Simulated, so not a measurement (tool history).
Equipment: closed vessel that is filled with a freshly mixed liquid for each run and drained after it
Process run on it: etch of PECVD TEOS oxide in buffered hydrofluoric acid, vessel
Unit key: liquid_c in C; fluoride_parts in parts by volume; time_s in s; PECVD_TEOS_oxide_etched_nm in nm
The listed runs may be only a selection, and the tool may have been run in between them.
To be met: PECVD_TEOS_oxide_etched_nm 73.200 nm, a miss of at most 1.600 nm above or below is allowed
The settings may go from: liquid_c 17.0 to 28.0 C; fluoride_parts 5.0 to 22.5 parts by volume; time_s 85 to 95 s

{"run": 1, "hour": 0.0, "liquid_c": 20.0, "fluoride_parts": 13.5, "time_s": 85, "PECVD_TEOS_oxide_etched_nm": 59.305}
{"run": 2, "hour": 7.5, "liquid_c": 21.0, "fluoride_parts": 13.5, "time_s": 85, "PECVD_TEOS_oxide_etched_nm": 62.658}
{"run": 3, "hour": 10.4, "liquid_c": 21.0, "fluoride_parts": 13.5, "time_s": 95, "PECVD_TEOS_oxide_etched_nm": 69.058}
{"run": 4, "hour": 18.4, "liquid_c": 18.5, "fluoride_parts": 13.5, "time_s": 95, "PECVD_TEOS_oxide_etched_nm": 59.908}
{"run": 5, "hour": 22.5, "liquid_c": 19.0, "fluoride_parts": 13.5, "time_s": 95, "PECVD_TEOS_oxide_etched_nm": 62.252}
{"run": 6, "hour": 25.4, "liquid_c": 19.0, "fluoride_parts": 10.0, "time_s": 95, "PECVD_TEOS_oxide_etched_nm": 84.689}
{"run": 7, "hour": 29.9, "liquid_c": 18.5, "fluoride_parts": 10.0, "time_s": 95, "PECVD_TEOS_oxide_etched_nm": 81.473}
{"run": 8, "hour": 33.7, "liquid_c": 17.0, "fluoride_parts": 10.5, "time_s": 95, "PECVD_TEOS_oxide_etched_nm": 70.839}

Which one of the following 4 next-run settings gets every result inside its allowed miss? There is exactly one.
{"run": "A", "hour": 37.5, "liquid_c": 18.0, "fluoride_parts": 11.0, "time_s": 90, "PECVD_TEOS_oxide_etched_nm": "?"}
{"run": "B", "hour": 37.5, "liquid_c": 17.0, "fluoride_parts": 8.5, "time_s": 85, "PECVD_TEOS_oxide_etched_nm": "?"}
{"run": "C", "hour": 37.5, "liquid_c": 17.5, "fluoride_parts": 9.0, "time_s": 85, "PECVD_TEOS_oxide_etched_nm": "?"}
{"run": "D", "hour": 37.5, "liquid_c": 17.5, "fluoride_parts": 8.5, "time_s": 85, "PECVD_TEOS_oxide_etched_nm": "?"}

move=A PECVD_TEOS_oxide_etched_nm=68.163
move=B PECVD_TEOS_oxide_etched_nm=75.887
move=C PECVD_TEOS_oxide_etched_nm=73.378
move=D PECVD_TEOS_oxide_etched_nm=78.081
A: misses by more than the last run did
B: takes the biggest miss from the last run beyond its target
C: each result inside its tolerance
D: takes the biggest miss from the last run beyond its target
Move C is the one to make.

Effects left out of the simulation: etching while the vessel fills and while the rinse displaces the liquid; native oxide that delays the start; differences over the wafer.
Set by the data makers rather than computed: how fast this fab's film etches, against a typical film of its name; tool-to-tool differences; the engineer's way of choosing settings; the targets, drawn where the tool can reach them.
